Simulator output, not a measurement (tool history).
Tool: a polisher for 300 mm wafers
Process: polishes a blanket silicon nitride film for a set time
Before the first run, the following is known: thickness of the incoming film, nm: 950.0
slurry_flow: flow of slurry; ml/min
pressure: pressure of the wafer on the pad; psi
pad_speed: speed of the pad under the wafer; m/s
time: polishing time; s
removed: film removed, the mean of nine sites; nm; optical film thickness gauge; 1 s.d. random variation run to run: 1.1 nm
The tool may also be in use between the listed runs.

run	hour	slurry_flow	pressure	pad_speed	time	removed
1	0	200	2.9	1.18	59	102.57
2	5.2	200	2.9	1.18	54	93.472
3	13.4	200	2.5	1.18	54	81.381
4	16	205	2.8	1.18	54	91.038
5	22.2	205	2.8	0.88	54	73.471
# hour 26.8: head pressure recalibrated
6	26.8	205	2.4	0.88	54	70.787

Run 7 is up next; what results do you expect?
7	35	205	2.4	0.88	54	?

{"run 7": {"removed": 71.269}}
